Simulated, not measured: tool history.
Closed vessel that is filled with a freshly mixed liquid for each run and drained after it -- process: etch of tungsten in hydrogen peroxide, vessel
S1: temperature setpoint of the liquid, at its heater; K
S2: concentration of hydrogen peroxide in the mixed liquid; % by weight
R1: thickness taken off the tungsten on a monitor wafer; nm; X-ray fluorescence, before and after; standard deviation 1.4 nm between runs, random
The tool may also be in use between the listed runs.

{"run": 1, "hour": 0.0, "S1": 320.15, "S2": 22.0, "time in the liquid (s)": 100, "R1": 248.2}
{"run": 2, "hour": 8.1, "S1": 320.65, "S2": 22.0, "time in the liquid (s)": 100, "R1": 253.21}
{"run": 3, "hour": 15.2, "S1": 321.15, "S2": 22.0, "time in the liquid (s)": 100, "R1": 260.4}
{"run": 4, "hour": 19.5, "S1": 315.15, "S2": 22.0, "time in the liquid (s)": 100, "R1": 178.6}
{"run": 5, "hour": 24.3, "S1": 315.15, "S2": 25.0, "time in the liquid (s)": 100, "R1": 190.06}
{"run": 6, "hour": 30.8, "S1": 315.15, "S2": 22.5, "time in the liquid (s)": 100, "R1": 179.84}
{"run": 7, "hour": 32.8, "S1": 317.15, "S2": 22.5, "time in the liquid (s)": 100, "R1": 204.79}

Run 8 comes next. What will it give?
{"run": 8, "hour": 35.8, "S1": 318.65, "S2": 22.5, "time in the liquid (s)": 100, "R1": "?"}

Run 8 gave R1 227.82 nm.
